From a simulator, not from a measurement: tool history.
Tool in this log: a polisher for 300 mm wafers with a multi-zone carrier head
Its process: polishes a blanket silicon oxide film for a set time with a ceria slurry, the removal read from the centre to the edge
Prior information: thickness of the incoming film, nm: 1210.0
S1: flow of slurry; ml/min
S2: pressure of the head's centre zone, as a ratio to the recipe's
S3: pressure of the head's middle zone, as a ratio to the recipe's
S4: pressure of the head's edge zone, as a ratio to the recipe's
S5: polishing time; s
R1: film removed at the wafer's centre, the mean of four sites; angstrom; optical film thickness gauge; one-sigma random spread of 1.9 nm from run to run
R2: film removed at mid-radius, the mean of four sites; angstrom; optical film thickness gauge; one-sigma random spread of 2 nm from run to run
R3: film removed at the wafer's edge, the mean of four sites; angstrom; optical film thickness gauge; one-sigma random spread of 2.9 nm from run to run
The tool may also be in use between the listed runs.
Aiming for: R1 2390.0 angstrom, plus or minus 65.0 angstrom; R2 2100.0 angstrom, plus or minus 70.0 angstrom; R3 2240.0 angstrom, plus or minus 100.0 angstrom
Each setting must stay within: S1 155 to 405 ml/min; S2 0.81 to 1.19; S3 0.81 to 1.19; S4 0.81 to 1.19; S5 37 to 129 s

run	day	S1	S2	S3	S4	S5	R1	R2	R3
1	0.000	260	1.00	1.00	1.00	83	3149.8	3438.1	3359.3
2	0.321	260	0.95	1.00	1.00	83	2969.9	3350.3	3418.9
3	0.408	260	0.95	1.00	1.00	98	3561.3	4042.8	4026.3
4	0.696	260	0.95	1.00	1.00	108	3897.8	4400.2	4541.0
5	0.879	260	0.95	1.04	1.00	108	3915.9	4557.7	4479.0
6	0.912	260	1.03	1.04	1.00	108	4195.1	4638.7	4381.7
7	1.229	255	1.05	0.98	0.98	91	3575.6	3617.2	3687.8
# day 1.467: centre zone pressure recalibrated
8	1.467	265	1.07	0.96	0.96	78	3530.5	3119.8	3166.7
9	1.629	260	1.03	0.94	0.94	69	3003.2	2719.5	2714.5
10	1.996	240	1.00	0.91	0.92	67	2787.6	2584.1	2614.3
11	2.054	230	0.99	0.81	0.88	53	2208.3	1861.5	2034.7
12	2.262	250	0.99	0.83	0.90	53	2184.7	1899.8	2072.5
13	2.638	255	1.00	0.85	0.92	53	2203.0	1899.0	2073.5
14	2.721	255	1.01	0.86	0.93	54	2278.6	1967.1	2147.2
15	3.088	255	1.01	0.87	0.94	54	2268.5	1960.3	2154.5

Which single option among these 5 for the next run brings every result within its allowed miss of target? Just one does.
A	3.454	230	1.06	0.81	0.87	55	?	?	?
B	3.454	275	1.00	0.88	0.91	56	?	?	?
C	3.454	260	0.97	0.82	1.02	52	?	?	?
D	3.454	215	1.00	0.96	0.87	54	?	?	?
E	3.454	265	0.98	0.82	1.08	53	?	?	?

move	R1	R2	R3
A	2451.2	1915.8	2124.2
B	2398.2	2117.5	2229.0
C	2146.8	1850.4	2167.8
D	2254.9	2139.5	2071.2
E	2215.0	1889.0	2270.3
A: moves away from the targets compared with the last run
B: in spec on every target
C: moves away from the targets compared with the last run
D: the furthest-off result lands on target, but another misses its tolerance
E: moves away from the targets compared with the last run
Correct choice: B, which meets every target
